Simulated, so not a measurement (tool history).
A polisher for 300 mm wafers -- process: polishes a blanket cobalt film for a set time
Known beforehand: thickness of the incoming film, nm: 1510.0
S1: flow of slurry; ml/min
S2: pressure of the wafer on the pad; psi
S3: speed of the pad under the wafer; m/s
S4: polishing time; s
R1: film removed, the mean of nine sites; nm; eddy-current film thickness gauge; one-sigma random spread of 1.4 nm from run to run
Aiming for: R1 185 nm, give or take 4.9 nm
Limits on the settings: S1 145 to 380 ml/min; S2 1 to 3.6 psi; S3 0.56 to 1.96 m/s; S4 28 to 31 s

| run | day | S1 | S2 | S3 | S4 | R1 |
|---|---|---|---|---|---|---|
| 1 | 0 | 245 | 2.3 | 1.26 | 31 | 226.44 |
| 2 | 0.117 | 245 | 2.2 | 1.26 | 31 | 217.53 |
| 3 | 0.446 | 245 | 2.1 | 1.26 | 31 | 207.34 |
| 4 | 0.721 | 245 | 1.8 | 1.26 | 31 | 178.74 |
| 5 | 1.092 | 245 | 1.8 | 1.46 | 31 | 205.47 |
| 6 | 1.179 | 245 | 1.8 | 1.26 | 31 | 180.21 |
| 7 | 1.2 | 250 | 1.8 | 1.26 | 31 | 180.94 |
| 8 | 1.554 | 255 | 1.8 | 1.26 | 31 | 180.35 |
| 9 | 1.629 | 260 | 1.8 | 1.26 | 31 | 178.66 |

Pick the move, out of 4, that brings all results within their allowed miss; only one does.
| A | 1.704 | 205 | 2 | 1.2 | 31 | ? |
| B | 1.704 | 245 | 2.1 | 1.04 | 31 | ? |
| C | 1.704 | 220 | 1.4 | 1.52 | 31 | ? |
| D | 1.704 | 265 | 1.8 | 1.2 | 31 | ? |

| move | R1 |
|---|---|
| A | 182.11 |
| B | 169.51 |
| C | 167.04 |
| D | 170.24 |
A: all results in spec
B: moves away from the targets compared with the last run
C: moves away from the targets compared with the last run
D: moves away from the targets compared with the last run
The right move is A.

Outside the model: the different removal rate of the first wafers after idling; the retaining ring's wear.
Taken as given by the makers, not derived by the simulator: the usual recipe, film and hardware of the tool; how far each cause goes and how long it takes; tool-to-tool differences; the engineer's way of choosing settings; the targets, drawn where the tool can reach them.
